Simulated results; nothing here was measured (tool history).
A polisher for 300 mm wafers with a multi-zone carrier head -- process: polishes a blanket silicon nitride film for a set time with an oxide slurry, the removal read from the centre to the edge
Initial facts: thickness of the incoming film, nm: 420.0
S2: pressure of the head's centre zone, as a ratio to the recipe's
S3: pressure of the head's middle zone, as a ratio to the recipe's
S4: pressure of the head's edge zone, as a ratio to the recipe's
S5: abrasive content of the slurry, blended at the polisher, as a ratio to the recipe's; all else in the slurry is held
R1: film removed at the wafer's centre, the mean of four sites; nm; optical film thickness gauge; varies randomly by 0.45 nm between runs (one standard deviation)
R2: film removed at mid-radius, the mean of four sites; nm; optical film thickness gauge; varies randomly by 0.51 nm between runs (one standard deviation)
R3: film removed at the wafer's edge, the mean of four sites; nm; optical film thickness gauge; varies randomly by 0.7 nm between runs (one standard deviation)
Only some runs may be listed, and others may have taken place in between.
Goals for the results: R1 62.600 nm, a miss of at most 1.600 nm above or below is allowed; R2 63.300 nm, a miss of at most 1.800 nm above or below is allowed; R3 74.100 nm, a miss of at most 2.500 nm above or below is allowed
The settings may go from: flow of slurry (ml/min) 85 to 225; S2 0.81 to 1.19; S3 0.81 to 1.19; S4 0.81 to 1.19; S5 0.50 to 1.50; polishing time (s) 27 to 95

Run 1, hour 0.0: flow of slurry (ml/min) 145, S2 1.00, S3 1.00, S4 1.00, S5 1.00, polishing time (s) 61. Result: R1 61.208 nm, R2 64.883 nm, R3 64.354 nm.
Run 2, hour 5.8: flow of slurry (ml/min) 145, S2 1.00, S3 1.00, S4 1.06, S5 1.00, polishing time (s) 61. Result: R1 60.376 nm, R2 63.786 nm, R3 64.572 nm.
Run 3, hour 14.2: flow of slurry (ml/min) 145, S2 1.00, S3 1.00, S4 1.06, S5 1.00, polishing time (s) 76. Result: R1 76.192 nm, R2 77.875 nm, R3 79.878 nm.
Run 4, hour 22.6: flow of slurry (ml/min) 145, S2 1.00, S3 1.00, S4 1.06, S5 1.20, polishing time (s) 76. Result: R1 80.910 nm, R2 83.315 nm, R3 85.906 nm.
Run 5, hour 29.2: flow of slurry (ml/min) 115, S2 1.00, S3 1.00, S4 1.06, S5 1.20, polishing time (s) 76. Result: R1 78.141 nm, R2 81.980 nm, R3 82.772 nm.
Run 6, hour 37.5: flow of slurry (ml/min) 110, S2 0.97, S3 0.95, S4 1.07, S5 1.10, polishing time (s) 76. Result: R1 73.239 nm, R2 75.507 nm, R3 79.602 nm.
Run 7, hour 40.2: flow of slurry (ml/min) 105, S2 0.94, S3 0.91, S4 1.08, S5 1.05, polishing time (s) 76. Result: R1 68.226 nm, R2 70.674 nm, R3 79.352 nm.
Run 8, hour 42.5: flow of slurry (ml/min) 90, S2 0.91, S3 0.83, S4 0.99, S5 0.95, polishing time (s) 76. Result: R1 61.854 nm, R2 60.898 nm, R3 73.240 nm.

Exactly one of the 5 candidate moves below puts every result within its allowed miss. Which one?
Run A, hour 44.8: flow of slurry (ml/min) 85, S2 0.89, S3 0.81, S4 1.04, S5 1.05, polishing time (s) 75. Result: R1 ?, R2 ?, R3 ?.
Run B, hour 44.8: flow of slurry (ml/min) 100, S2 0.91, S3 0.81, S4 1.07, S5 0.90, polishing time (s) 77. Result: R1 ?, R2 ?, R3 ?.
Run C, hour 44.8: flow of slurry (ml/min) 85, S2 0.90, S3 0.85, S4 0.99, S5 0.95, polishing time (s) 79. Result: R1 ?, R2 ?, R3 ?.
Run D, hour 44.8: flow of slurry (ml/min) 85, S2 0.93, S3 0.87, S4 1.06, S5 1.00, polishing time (s) 79. Result: R1 ?, R2 ?, R3 ?.
Run E, hour 44.8: flow of slurry (ml/min) 85, S2 0.96, S3 0.88, S4 1.07, S5 0.75, polishing time (s) 89. Result: R1 ?, R2 ?, R3 ?.

move      R1      R2      R3
   A  61.784  60.027  73.331
   B  63.897  60.590  74.179
   C  63.447  63.520  72.791
   D  66.377  65.905  76.604
   E  69.317  67.655  78.265
A: the biggest miss grows against the last run
B: the biggest miss grows against the last run
C: meets every target
D: pushes the last run's worst result past its target
E: pushes the last run's worst result past its target
C is the move that brings every result within its allowed miss.
